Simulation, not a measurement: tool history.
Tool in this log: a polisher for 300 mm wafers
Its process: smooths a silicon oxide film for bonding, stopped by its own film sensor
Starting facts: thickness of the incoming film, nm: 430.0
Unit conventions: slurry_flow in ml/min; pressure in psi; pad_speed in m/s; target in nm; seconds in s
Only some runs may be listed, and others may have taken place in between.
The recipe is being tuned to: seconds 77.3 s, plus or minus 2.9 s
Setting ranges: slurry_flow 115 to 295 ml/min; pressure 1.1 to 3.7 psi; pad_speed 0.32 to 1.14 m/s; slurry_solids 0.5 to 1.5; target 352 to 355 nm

run  hour  slurry_flow  pressure  pad_speed  slurry_solids  target  seconds
  1     0          190       2.4       0.72              1     355   129.77
  2   2.7          230       2.4       0.72              1     355    127.1
  3   9.9          230       2.5       0.72              1     355   120.21
  4  14.1          230       2.5       0.58              1     355   138.57
  5  22.8          230       2.5       0.58              1     355   139.63
  6  24.6          230       2.7       0.58              1     355   127.89
  7  33.6          230       2.8       0.58              1     355   121.83
  8  41.3          235       3.4       0.64              1     355   93.967
  9  47.7          235       3.4       0.66              1     355   92.133
 10  50.1          235       3.6        0.7              1     355   85.741
 11  55.6          235       3.6        0.7              1     355   84.375
 12  59.9          240       3.7       0.74              1     355   81.661

Exactly one of the 4 candidate moves below puts every result within its allowed miss. Which one?
  A  64.2          225       3.7       0.98            0.8     353        ?
  B  64.2          275       3.5       0.76              1     353        ?
  C  64.2          240       3.7       0.72           0.95     352        ?
  D  64.2          230       3.6       0.68           0.95     353        ?

move  seconds
   A   78.784
   B    85.88
   C   88.425
   D   93.259
A: all results in spec
B: further off than the last run
C: further off than the last run
D: further off than the last run
A meets every target.
